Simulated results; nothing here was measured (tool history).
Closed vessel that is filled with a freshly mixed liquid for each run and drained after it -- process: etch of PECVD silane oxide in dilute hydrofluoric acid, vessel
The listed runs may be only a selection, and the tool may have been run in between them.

run	day	temperature setpoint of the liquid (°C)	parts of water to one part of 49 % hydrofluoric acid (parts by volume)	time in the liquid (s)	thickness taken off the PECVD silane oxide on a monitor wafer (Å)
1	0.000	26	260	30	44.578
2	0.217	26	260	30	44.013
3	0.312	27	250	30	47.686
4	0.462	27	250	30	47.194
5	0.658	27	250	30	48.148
6	0.808	27	340	30	32.341

Forecast run 7:
7	0.933	27	340	30	?

{"run 7": {"thickness taken off the PECVD silane oxide on a monitor wafer (Å)": 32.35}}
